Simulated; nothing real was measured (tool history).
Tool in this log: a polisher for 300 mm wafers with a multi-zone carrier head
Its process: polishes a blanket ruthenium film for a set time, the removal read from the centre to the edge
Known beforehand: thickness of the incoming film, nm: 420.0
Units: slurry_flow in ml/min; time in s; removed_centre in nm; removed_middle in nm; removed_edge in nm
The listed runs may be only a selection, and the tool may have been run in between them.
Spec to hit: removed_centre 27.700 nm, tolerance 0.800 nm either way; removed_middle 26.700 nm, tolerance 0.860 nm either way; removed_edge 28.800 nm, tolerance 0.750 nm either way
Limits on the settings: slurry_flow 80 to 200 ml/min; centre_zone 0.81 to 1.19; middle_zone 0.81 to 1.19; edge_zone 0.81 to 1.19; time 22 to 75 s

Run 1, hour 0.0: slurry_flow 130 ml/min, centre_zone 1.00, middle_zone 1.00, edge_zone 1.00, time 48 s. Result: removed_centre 39.155 nm, removed_middle 38.709 nm, removed_edge 38.918 nm.
Run 2, hour 2.8: slurry_flow 125 ml/min, centre_zone 0.99, middle_zone 0.99, edge_zone 0.99, time 47 s. Result: removed_centre 37.715 nm, removed_middle 36.760 nm, removed_edge 37.544 nm.
Run 3, hour 8.6: slurry_flow 125 ml/min, centre_zone 0.93, middle_zone 0.99, edge_zone 0.99, time 47 s. Result: removed_centre 34.988 nm, removed_middle 37.524 nm, removed_edge 37.158 nm.
Run 4, hour 15.5: slurry_flow 125 ml/min, centre_zone 0.93, middle_zone 0.99, edge_zone 0.99, time 36 s. Result: removed_centre 27.041 nm, removed_middle 28.839 nm, removed_edge 28.944 nm.
Run 5, hour 18.0: slurry_flow 140 ml/min, centre_zone 0.93, middle_zone 0.99, edge_zone 0.99, time 36 s. Result: removed_centre 28.482 nm, removed_middle 29.030 nm, removed_edge 29.147 nm.
Run 6, hour 25.2: slurry_flow 140 ml/min, centre_zone 0.93, middle_zone 0.98, edge_zone 0.99, time 36 s. Result: removed_centre 28.039 nm, removed_middle 29.245 nm, removed_edge 28.634 nm.
Run 7, hour 32.4: slurry_flow 140 ml/min, centre_zone 0.93, middle_zone 0.97, edge_zone 0.99, time 36 s. Result: removed_centre 27.589 nm, removed_middle 29.433 nm, removed_edge 29.104 nm.
Run 8, hour 40.8: slurry_flow 140 ml/min, centre_zone 0.94, middle_zone 0.96, edge_zone 0.99, time 36 s. Result: removed_centre 27.841 nm, removed_middle 28.605 nm, removed_edge 29.232 nm.

Which of these 5 next moves meets every target?
Run A, hour 49.2: slurry_flow 145 ml/min, centre_zone 0.92, middle_zone 0.96, edge_zone 0.87, time 35 s. Result: removed_centre ?, removed_middle ?, removed_edge ?.
Run B, hour 49.2: slurry_flow 165 ml/min, centre_zone 0.90, middle_zone 1.00, edge_zone 0.95, time 37 s. Result: removed_centre ?, removed_middle ?, removed_edge ?.
Run C, hour 49.2: slurry_flow 140 ml/min, centre_zone 0.91, middle_zone 0.94, edge_zone 0.86, time 37 s. Result: removed_centre ?, removed_middle ?, removed_edge ?.
Run D, hour 49.2: slurry_flow 120 ml/min, centre_zone 0.98, middle_zone 0.95, edge_zone 1.07, time 35 s. Result: removed_centre ?, removed_middle ?, removed_edge ?.
Run E, hour 49.2: slurry_flow 145 ml/min, centre_zone 0.92, middle_zone 0.87, edge_zone 1.11, time 36 s. Result: removed_centre ?, removed_middle ?, removed_edge ?.

move  removed_centre  removed_middle  removed_edge
   A          27.208          28.590        27.406
   B          28.951          32.083        30.416
   C          28.204          29.476        28.711
   D          27.579          27.100        28.647
   E          27.968          27.088        30.875
A: as far off as the last run
B: further off than the last run
C: further off than the last run
D: all results in spec
E: the worst result of the last run now meets its target, but another is out of spec
So the answer is move D, the one that meets all the targets.
